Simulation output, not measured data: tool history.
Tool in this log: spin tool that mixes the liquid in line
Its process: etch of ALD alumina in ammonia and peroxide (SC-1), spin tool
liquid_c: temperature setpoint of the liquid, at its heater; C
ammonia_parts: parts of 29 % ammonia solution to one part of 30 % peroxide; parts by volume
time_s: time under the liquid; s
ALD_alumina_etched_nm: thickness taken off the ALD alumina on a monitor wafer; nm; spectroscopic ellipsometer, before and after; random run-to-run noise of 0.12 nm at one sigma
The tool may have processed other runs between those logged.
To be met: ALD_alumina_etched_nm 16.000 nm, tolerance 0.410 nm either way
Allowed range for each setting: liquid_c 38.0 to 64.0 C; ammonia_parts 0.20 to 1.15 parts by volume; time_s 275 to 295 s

run	hour	liquid_c	ammonia_parts	time_s	ALD_alumina_etched_nm
1	0.0	48.0	0.65	275	12.467
2	2.8	48.0	0.65	275	12.531
3	5.3	49.0	0.65	275	13.272
4	8.1	49.5	0.65	275	13.442
5	8.8	50.0	0.65	275	13.910
6	10.4	50.5	0.65	275	14.194
7	11.7	51.0	0.65	275	14.664
8	12.7	51.5	0.65	275	15.184
9	16.1	52.0	0.65	275	15.438

Exercise: of the 4 proposed moves below, exactly one satisfies all targets within the stated allowed misses. Which move is it?
A	19.5	51.0	0.70	295	?
B	19.5	54.0	0.60	275	?
C	19.5	53.5	0.60	280	?
D	19.5	52.0	0.70	295	?

move	ALD_alumina_etched_nm
A	15.762
B	17.029
C	16.880
D	16.644
A: all results land within tolerance of their targets
B: carries the result that was furthest off beyond its target, to the other side
C: carries the result that was furthest off beyond its target, to the other side
D: carries the result that was furthest off beyond its target, to the other side
The right move is A.
